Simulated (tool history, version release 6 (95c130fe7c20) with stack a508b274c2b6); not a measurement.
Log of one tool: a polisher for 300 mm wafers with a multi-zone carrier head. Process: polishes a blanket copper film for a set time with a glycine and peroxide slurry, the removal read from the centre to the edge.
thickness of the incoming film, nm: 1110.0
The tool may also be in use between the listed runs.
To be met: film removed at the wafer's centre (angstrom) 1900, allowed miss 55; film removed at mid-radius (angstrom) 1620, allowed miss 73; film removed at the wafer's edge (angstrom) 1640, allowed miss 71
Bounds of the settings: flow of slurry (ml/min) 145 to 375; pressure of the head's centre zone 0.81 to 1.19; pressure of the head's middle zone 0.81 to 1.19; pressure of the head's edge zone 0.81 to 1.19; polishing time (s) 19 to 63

run	day	flow of slurry (ml/min)	pressure of the head's centre zone	pressure of the head's middle zone	pressure of the head's edge zone	polishing time (s)	film removed at the wafer's centre (angstrom)	film removed at mid-radius (angstrom)	film removed at the wafer's edge (angstrom)
1	0	240	1	1	1	41	1512.5	1589.7	1552.2
2	0.296	255	1.05	0.99	1.01	41	1614	1569.4	1587.2
3	0.654	255	1.05	1.04	1.01	41	1601.7	1619.9	1549.8
4	0.733	265	1.09	1.03	1.02	41	1679	1623.8	1573.4
5	0.846	265	1.02	1.03	1.02	41	1551.3	1582.9	1622.5
6	1.096	265	1.02	1.03	1.02	35	1339.6	1393.1	1352.7
7	1.362	275	1.07	1.03	1.03	37	1511.9	1488.6	1430.9
8	1.404	290	1.1	1.02	1.06	38	1604.9	1492.3	1506.6
9	1.742	300	1.13	1.03	1.07	39	1691.9	1570.9	1569.9
# day 1.962: slurry nozzle cleaned
10	1.962	300	1.13	1.03	1.07	39	1846.6	1741.1	1680.3

Which of these 4 next moves meets every target?
A	2.183	325	1.11	1.09	1	41	?	?	?
B	2.183	265	1.12	0.93	0.95	41	?	?	?
C	2.183	340	1.15	1.18	1.06	38	?	?	?
D	2.183	325	1.07	1.12	1.1	40	?	?	?

move	film removed at the wafer's centre (angstrom)	film removed at mid-radius (angstrom)	film removed at the wafer's edge (angstrom)
A	1921.1	1944.2	1715.1
B	1890.5	1663.6	1649.5
C	1854.7	1936.7	1638.9
D	1806.6	1941.6	1753.3
A: further off than the last run
B: meets every target
C: further off than the last run
D: further off than the last run
Move B is the one to make.
